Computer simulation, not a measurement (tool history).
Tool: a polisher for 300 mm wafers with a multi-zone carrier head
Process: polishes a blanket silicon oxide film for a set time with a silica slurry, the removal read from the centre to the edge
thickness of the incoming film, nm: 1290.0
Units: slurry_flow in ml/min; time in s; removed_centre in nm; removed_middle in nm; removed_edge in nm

run 1 day=0 | slurry_flow=265 centre_zone=1 middle_zone=1 edge_zone=1 slurry_solids=1 time=54 | removed_centre=318.95 removed_middle=301.14 removed_edge=312.96
run 2 day=0.2 | slurry_flow=265 centre_zone=1.01 middle_zone=1.01 edge_zone=1.01 slurry_solids=1.05 time=54 | removed_centre=324.4 removed_middle=307.72 removed_edge=318.61
run 3 day=0.3 | slurry_flow=270 centre_zone=1.02 middle_zone=1.02 edge_zone=1.02 slurry_solids=1.1 time=54 | removed_centre=332.74 removed_middle=314.73 removed_edge=323.73
run 4 day=0.425 | slurry_flow=270 centre_zone=1.02 middle_zone=1.02 edge_zone=1.02 slurry_solids=1.1 time=41 | removed_centre=254.75 removed_middle=239.52 removed_edge=250.7
run 5 day=0.771 | slurry_flow=270 centre_zone=1.02 middle_zone=1.02 edge_zone=1.02 slurry_solids=0.9 time=41 | removed_centre=235.33 removed_middle=223.89 removed_edge=229.24
run 6 day=0.867 | slurry_flow=270 centre_zone=1.03 middle_zone=1.03 edge_zone=1.03 slurry_solids=0.95 time=43 | removed_centre=257.25 removed_middle=238.33 removed_edge=242.78

Forecast run 7:
run 7 day=1.054 | slurry_flow=270 centre_zone=1.04 middle_zone=1.03 edge_zone=1.03 slurry_solids=1 time=45 | removed_centre=? removed_middle=? removed_edge=?

Run 7 gave removed_centre 274.28 nm, removed_middle 260.84 nm, removed_edge 257.57 nm.
